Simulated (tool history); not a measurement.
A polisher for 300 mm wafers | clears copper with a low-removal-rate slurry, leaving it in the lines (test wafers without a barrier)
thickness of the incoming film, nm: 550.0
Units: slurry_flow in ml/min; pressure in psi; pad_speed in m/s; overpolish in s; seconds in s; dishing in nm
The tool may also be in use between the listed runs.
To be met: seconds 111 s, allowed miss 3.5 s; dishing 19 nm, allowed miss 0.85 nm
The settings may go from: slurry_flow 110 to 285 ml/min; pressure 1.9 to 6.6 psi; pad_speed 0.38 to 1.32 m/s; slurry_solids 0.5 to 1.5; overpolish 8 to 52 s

run,day,slurry_flow,pressure,pad_speed,slurry_solids,overpolish,seconds,dishing
1,0,180,4.2,0.84,1,26,127.18,33.024
2,0.262,180,4.2,0.68,1,26,153.55,31.476
3,0.362,180,4.8,0.68,1,26,140.15,32.279
4,0.704,180,4.8,0.68,0.9,26,144.34,31.734
5,0.738,170,4.9,0.7,0.85,23,142.53,31.214
6,0.95,185,4.6,0.74,0.95,21,133.16,29.743
7,1.133,200,4.3,0.76,1,19,133.94,28.408
8,1.392,210,4.1,0.78,1.05,17,132.79,27.521
9,1.538,220,4,0.82,1.05,16,129.07,26.527
10,1.742,230,3.9,0.86,0.95,15,128.32,25.643
11,2.071,240,3.8,0.9,0.9,14,127.35,25.037
12,2.367,245,3.7,0.94,0.85,13,125.33,23.772
13,2.438,250,3.6,0.98,0.8,12,123.87,22.469
14,2.512,255,3.6,1,0.75,11,125.31,21.952
15,2.721,260,3.6,1.04,0.7,11,121.42,22.112
16,3.096,265,3.5,1.08,0.65,11,123.47,21.979
17,3.171,270,3.4,1.12,0.65,11,120.23,22.45
18,3.346,270,3.5,1.1,0.65,11,118.37,22.613
19,3.688,270,3.4,1.14,0.65,11,117.41,23.015
20,3.925,270,3.6,1.1,0.65,11,117.43,22.726
21,4.188,270,3.5,1.12,0.65,11,115.75,22.715
22,4.312,280,3.5,1.14,0.55,9,123.23,19.647
23,4.508,280,3.6,1.14,0.55,9,120.67,19.739
24,4.642,280,3.7,1.14,0.55,9,117.19,19.735

5 next moves are on the table. One of them brings every result within its allowed miss. Which?
A,4.775,285,3.7,1.16,0.5,9,?,?
B,4.775,285,4.1,1.22,0.6,8,?,?
C,4.775,285,3.8,1.22,0.5,10,?,?
D,4.775,275,3.9,1.18,0.55,8,?,?
E,4.775,275,4.7,0.9,0.55,10,?,?

move,seconds,dishing
A,120.25,19.845
B,102.87,20.41
C,113.29,22.161
D,112.19,19.205
E,126.62,20.675
A: further off than the last run
B: takes the result that was furthest off past its target
C: brings the result that was furthest off to its target, and leaves another outside
D: meets every target
E: further off than the last run
The right move is D.

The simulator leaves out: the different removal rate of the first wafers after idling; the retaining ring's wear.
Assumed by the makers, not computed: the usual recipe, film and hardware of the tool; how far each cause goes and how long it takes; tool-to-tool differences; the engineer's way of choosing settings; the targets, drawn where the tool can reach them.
